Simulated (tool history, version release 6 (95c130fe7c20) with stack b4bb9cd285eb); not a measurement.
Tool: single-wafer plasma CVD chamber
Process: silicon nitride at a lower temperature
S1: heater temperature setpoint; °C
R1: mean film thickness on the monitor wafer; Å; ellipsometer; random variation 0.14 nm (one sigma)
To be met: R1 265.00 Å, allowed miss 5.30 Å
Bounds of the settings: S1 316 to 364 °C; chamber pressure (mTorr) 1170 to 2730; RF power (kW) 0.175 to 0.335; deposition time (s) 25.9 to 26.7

run 1 hour=0.0 | S1=340 chamber_pressure_(mTorr)=1950 RF_power_(kW)=0.255 deposition_time_(s)=25.9 | R1=301.12
run 2 hour=8.5 | S1=344 chamber_pressure_(mTorr)=1950 RF_power_(kW)=0.255 deposition_time_(s)=25.9 | R1=303.80
run 3 hour=11.1 | S1=337 chamber_pressure_(mTorr)=1950 RF_power_(kW)=0.255 deposition_time_(s)=25.9 | R1=300.30
run 4 hour=18.0 | S1=337 chamber_pressure_(mTorr)=1750 RF_power_(kW)=0.250 deposition_time_(s)=25.9 | R1=291.79
run 5 hour=19.9 | S1=337 chamber_pressure_(mTorr)=1650 RF_power_(kW)=0.240 deposition_time_(s)=25.9 | R1=283.06
run 6 hour=24.3 | S1=345 chamber_pressure_(mTorr)=1650 RF_power_(kW)=0.240 deposition_time_(s)=25.9 | R1=280.24
run 7 hour=32.1 | S1=345 chamber_pressure_(mTorr)=1560 RF_power_(kW)=0.235 deposition_time_(s)=25.9 | R1=271.74
run 8 hour=40.1 | S1=345 chamber_pressure_(mTorr)=1520 RF_power_(kW)=0.235 deposition_time_(s)=25.9 | R1=274.64

5 next moves are on the table. One of them brings every result within its allowed miss. Which?
run A hour=48.1 | S1=345 chamber_pressure_(mTorr)=1580 RF_power_(kW)=0.240 deposition_time_(s)=25.9 | R1=?
run B hour=48.1 | S1=343 chamber_pressure_(mTorr)=1640 RF_power_(kW)=0.220 deposition_time_(s)=25.9 | R1=?
run C hour=48.1 | S1=352 chamber_pressure_(mTorr)=1670 RF_power_(kW)=0.255 deposition_time_(s)=25.9 | R1=?
run D hour=48.1 | S1=349 chamber_pressure_(mTorr)=1770 RF_power_(kW)=0.235 deposition_time_(s)=26.7 | R1=?
run E hour=48.1 | S1=344 chamber_pressure_(mTorr)=1520 RF_power_(kW)=0.230 deposition_time_(s)=26.7 | R1=?

move=A R1=280.53
move=B R1=266.15
move=C R1=294.35
move=D R1=290.44
move=E R1=279.29
A: further off than the last run
B: meets every target
C: further off than the last run
D: further off than the last run
E: further off than the last run
Move B is the one to make.

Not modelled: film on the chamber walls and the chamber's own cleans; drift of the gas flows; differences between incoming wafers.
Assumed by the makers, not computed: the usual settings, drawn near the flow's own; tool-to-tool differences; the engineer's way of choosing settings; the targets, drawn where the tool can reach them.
